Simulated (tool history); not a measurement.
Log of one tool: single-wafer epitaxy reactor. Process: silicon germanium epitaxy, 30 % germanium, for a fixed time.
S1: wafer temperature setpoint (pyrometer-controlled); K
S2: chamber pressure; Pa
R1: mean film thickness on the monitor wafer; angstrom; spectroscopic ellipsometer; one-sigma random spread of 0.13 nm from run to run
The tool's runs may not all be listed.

Run 1, hour 0.0: S1 898.15 K, S2 3440 Pa. Result: R1 893.62 angstrom.
Run 2, hour 1.6: S1 890.15 K, S2 3266 Pa. Result: R1 755.97 angstrom.
Run 3, hour 3.9: S1 890.15 K, S2 3560 Pa. Result: R1 781.26 angstrom.
Run 4, hour 11.3: S1 896.15 K, S2 3560 Pa. Result: R1 873.53 angstrom.
Run 5, hour 17.0: S1 896.15 K, S2 3013 Pa. Result: R1 808.62 angstrom.
Run 6, hour 22.1: S1 889.15 K, S2 3000 Pa. Result: R1 709.02 angstrom.
Run 7, hour 28.4: S1 885.15 K, S2 2986 Pa. Result: R1 656.49 angstrom.

Run 8 has not been measured yet. What should we expect?
Run 8, hour 33.5: S1 882.15 K, S2 2973 Pa. Result: R1 ?.

For run 8 the tool returned R1 619.05 angstrom.

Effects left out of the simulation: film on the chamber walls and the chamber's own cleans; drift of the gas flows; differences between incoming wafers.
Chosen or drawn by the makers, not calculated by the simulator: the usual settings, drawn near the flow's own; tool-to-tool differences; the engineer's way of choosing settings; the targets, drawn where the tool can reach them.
